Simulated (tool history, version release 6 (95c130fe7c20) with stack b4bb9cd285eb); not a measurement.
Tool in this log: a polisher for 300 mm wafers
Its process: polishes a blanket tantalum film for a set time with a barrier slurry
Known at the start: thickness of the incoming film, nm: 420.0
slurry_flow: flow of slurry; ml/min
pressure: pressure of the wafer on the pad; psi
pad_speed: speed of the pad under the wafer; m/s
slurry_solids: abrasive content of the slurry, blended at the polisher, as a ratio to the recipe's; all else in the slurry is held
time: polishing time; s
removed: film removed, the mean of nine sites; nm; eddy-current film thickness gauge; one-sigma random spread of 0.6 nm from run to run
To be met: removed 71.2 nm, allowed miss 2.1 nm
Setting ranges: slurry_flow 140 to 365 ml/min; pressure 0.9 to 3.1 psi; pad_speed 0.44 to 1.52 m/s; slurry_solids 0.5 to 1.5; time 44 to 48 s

{"run": 1, "hour": 0.0, "slurry_flow": 235, "pressure": 2, "pad_speed": 0.98, "slurry_solids": 1, "time": 48, "removed": 94.246}
{"run": 2, "hour": 7.6, "slurry_flow": 235, "pressure": 2, "pad_speed": 0.98, "slurry_solids": 1.1, "time": 48, "removed": 96.069}
{"run": 3, "hour": 12.0, "slurry_flow": 235, "pressure": 1.9, "pad_speed": 0.98, "slurry_solids": 1.1, "time": 48, "removed": 89.975}
{"run": 4, "hour": 16.4, "slurry_flow": 235, "pressure": 1.8, "pad_speed": 0.98, "slurry_solids": 1.1, "time": 48, "removed": 87.585}
{"run": 5, "hour": 23.9, "slurry_flow": 235, "pressure": 1.7, "pad_speed": 0.98, "slurry_solids": 1.1, "time": 48, "removed": 81.008}
{"run": 6, "hour": 26.5, "slurry_flow": 200, "pressure": 1.7, "pad_speed": 0.98, "slurry_solids": 1.1, "time": 48, "removed": 79.817}
{"run": 7, "hour": 29.0, "slurry_flow": 195, "pressure": 1.7, "pad_speed": 0.98, "slurry_solids": 1.1, "time": 48, "removed": 80.396}
{"run": 8, "hour": 36.4, "slurry_flow": 195, "pressure": 1.6, "pad_speed": 0.98, "slurry_solids": 1.1, "time": 48, "removed": 75.255}
{"run": 9, "hour": 41.1, "slurry_flow": 190, "pressure": 1.6, "pad_speed": 0.98, "slurry_solids": 1.1, "time": 48, "removed": 75.353}
{"run": 10, "hour": 42.4, "slurry_flow": 190, "pressure": 1.6, "pad_speed": 0.98, "slurry_solids": 1.1, "time": 48, "removed": 76.236}
{"run": 11, "hour": 45.5, "slurry_flow": 185, "pressure": 1.4, "pad_speed": 0.98, "slurry_solids": 1.1, "time": 48, "removed": 65.988}

4 next moves are on the table. One of them brings every result within its allowed miss. Which?
{"run": "A", "hour": 48.6, "slurry_flow": 140, "pressure": 2, "pad_speed": 0.92, "slurry_solids": 1.05, "time": 44, "removed": "?"}
{"run": "B", "hour": 48.6, "slurry_flow": 160, "pressure": 2, "pad_speed": 0.86, "slurry_solids": 1.15, "time": 45, "removed": "?"}
{"run": "C", "hour": 48.6, "slurry_flow": 195, "pressure": 1.3, "pad_speed": 1.08, "slurry_solids": 1, "time": 48, "removed": "?"}
{"run": "D", "hour": 48.6, "slurry_flow": 145, "pressure": 1.5, "pad_speed": 1.06, "slurry_solids": 1, "time": 48, "removed": "?"}

move=A removed=75.757
move=B removed=75.85
move=C removed=66.012
move=D removed=71.292
A: carries the result that was furthest off beyond its target, to the other side
B: carries the result that was furthest off beyond its target, to the other side
C: no better and no worse than the last run
D: all results land within tolerance of their targets
Go with D: it meets all targets.
